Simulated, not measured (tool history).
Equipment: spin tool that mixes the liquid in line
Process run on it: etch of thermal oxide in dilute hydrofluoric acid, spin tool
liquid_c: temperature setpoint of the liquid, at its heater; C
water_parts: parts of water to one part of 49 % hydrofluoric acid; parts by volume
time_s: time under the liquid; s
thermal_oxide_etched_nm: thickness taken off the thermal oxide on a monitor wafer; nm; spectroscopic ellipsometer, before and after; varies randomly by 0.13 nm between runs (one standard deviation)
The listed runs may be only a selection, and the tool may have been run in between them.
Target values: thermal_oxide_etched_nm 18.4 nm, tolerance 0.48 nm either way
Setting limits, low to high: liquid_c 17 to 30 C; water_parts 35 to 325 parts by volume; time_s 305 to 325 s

run,hour,liquid_c,water_parts,time_s,thermal_oxide_etched_nm
1,0,22,180,305,5.8475
2,1.2,23,165,305,6.6891
3,5.4,23,165,325,7.1862
4,6.7,21.5,165,325,6.6842
5,9.2,21.5,165,305,6.3664
6,13.6,22.5,150,305,7.3373
7,14.3,23,140,305,8.0326
8,18.8,23.5,130,305,8.9402
# hour 24.1: thermometer replaced
9,24.1,23.5,130,305,9.7255
10,31.2,24,125,305,10.42
11,32.5,24.5,125,305,10.674
12,39.4,25,125,305,10.813
13,43.9,25.5,120,305,11.663
14,51.7,26,120,305,11.593
15,54,26.5,115,305,12.581
16,59.7,27,115,305,12.763
17,61.4,27.5,110,305,13.786
18,65.2,28,110,305,13.897
19,74,30,70,305,25.194
20,76.3,29.5,70,305,24.548
21,85.3,29,70,305,24.289
22,88.8,28.5,70,305,23.604
23,92.7,28,70,305,23.284
24,99.8,27.5,70,305,22.697
25,100.5,27,70,305,22.283
26,108,26.5,70,305,21.954
27,116.4,26,70,305,21.518
28,125.2,25.5,70,305,21.035
29,133.3,25,70,305,20.588

Of the 4 settings listed for the next run, only one would bring every result within its allowed miss of target. Which one?
A,141.4,25,65,310,?
B,141.4,23.5,60,325,?
C,141.4,24,75,305,?
D,141.4,25,65,325,?

move,thermal_oxide_etched_nm
A,22.573
B,24.279
C,18.247
D,23.665
A: the biggest miss grows against the last run
B: the biggest miss grows against the last run
C: each result inside its tolerance
D: the biggest miss grows against the last run
C meets every target.

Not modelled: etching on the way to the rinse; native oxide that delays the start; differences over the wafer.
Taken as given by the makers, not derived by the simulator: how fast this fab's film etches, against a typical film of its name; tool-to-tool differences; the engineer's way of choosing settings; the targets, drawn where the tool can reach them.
